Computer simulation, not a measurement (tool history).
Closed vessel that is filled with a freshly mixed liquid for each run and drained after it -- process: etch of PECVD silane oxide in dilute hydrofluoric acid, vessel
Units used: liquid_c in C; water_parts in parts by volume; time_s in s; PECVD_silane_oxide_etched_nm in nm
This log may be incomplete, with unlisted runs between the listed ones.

run,day,liquid_c,water_parts,time_s,PECVD_silane_oxide_etched_nm
1,0,23,185,115,14.056
2,0.308,22.5,185,115,13.755
3,0.592,22.5,185,120,14.388
4,0.9,22.5,185,115,13.868
5,1.092,22.5,155,115,17.006
6,1.279,21.5,155,115,16.282
7,1.404,21,155,115,16.027
8,1.729,20.5,155,115,15.746
9,1.988,20,155,115,15.314
10,2.229,19.5,155,115,15.103
11,2.392,19,155,115,14.845
12,2.671,17,165,115,12.714
# day 2.925: thermometer replaced
13,2.925,18,165,115,13.902

For run 14, what comes out?
14,3.267,18,165,115,?

PECVD_silane_oxide_etched_nm: 13.872 nm
